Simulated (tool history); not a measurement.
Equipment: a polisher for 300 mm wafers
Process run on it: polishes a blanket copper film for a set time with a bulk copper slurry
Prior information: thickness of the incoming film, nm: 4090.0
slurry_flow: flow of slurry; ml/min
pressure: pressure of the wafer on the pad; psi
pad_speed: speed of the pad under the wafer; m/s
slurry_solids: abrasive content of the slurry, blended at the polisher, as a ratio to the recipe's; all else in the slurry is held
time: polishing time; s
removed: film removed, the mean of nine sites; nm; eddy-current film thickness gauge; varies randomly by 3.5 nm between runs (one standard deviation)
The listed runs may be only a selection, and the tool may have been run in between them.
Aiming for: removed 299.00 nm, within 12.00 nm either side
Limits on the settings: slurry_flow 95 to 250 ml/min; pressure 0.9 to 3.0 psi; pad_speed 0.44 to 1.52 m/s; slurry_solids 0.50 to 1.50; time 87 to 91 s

run	hour	slurry_flow	pressure	pad_speed	slurry_solids	time	removed
1	0.0	160	1.9	0.98	1.00	87	513.97
2	6.7	160	1.9	1.10	1.00	87	553.51
3	10.6	180	1.9	1.10	1.00	87	554.99
4	12.3	180	1.7	1.08	1.00	87	499.83
5	18.4	180	1.5	1.04	1.00	87	426.88
6	24.3	180	1.4	1.04	1.00	87	390.94
7	31.8	180	1.3	1.04	1.00	87	374.08
8	37.0	180	1.2	1.04	1.00	87	346.31
9	39.0	170	0.9	1.04	1.00	87	264.56
# hour 47.1: slurry blender recalibrated
10	47.1	175	0.9	1.04	1.00	87	275.41
11	51.3	180	0.9	1.04	1.00	87	278.78
12	53.3	185	0.9	1.04	1.00	87	276.19
13	57.1	185	1.1	1.04	1.00	87	341.61
14	59.6	180	1.1	1.04	1.00	87	332.52

Which one of the following 5 next-run settings gets every result inside its allowed miss? There is exactly one.
A	62.1	185	1.3	0.84	0.80	87	?
B	62.1	185	1.1	1.02	1.00	89	?
C	62.1	195	1.0	1.10	1.05	88	?
D	62.1	170	1.0	0.88	1.05	87	?
E	62.1	145	1.0	1.04	1.00	87	?

move	removed
A	320.41
B	329.84
C	318.65
D	265.88
E	289.90
A: nearer the targets than the last run, but a result is still out of spec
B: nearer the targets than the last run, but a result is still out of spec
C: nearer the targets than the last run, but a result is still out of spec
D: carries the result that was furthest off beyond its target, to the other side
E: each result inside its tolerance
E meets every target.

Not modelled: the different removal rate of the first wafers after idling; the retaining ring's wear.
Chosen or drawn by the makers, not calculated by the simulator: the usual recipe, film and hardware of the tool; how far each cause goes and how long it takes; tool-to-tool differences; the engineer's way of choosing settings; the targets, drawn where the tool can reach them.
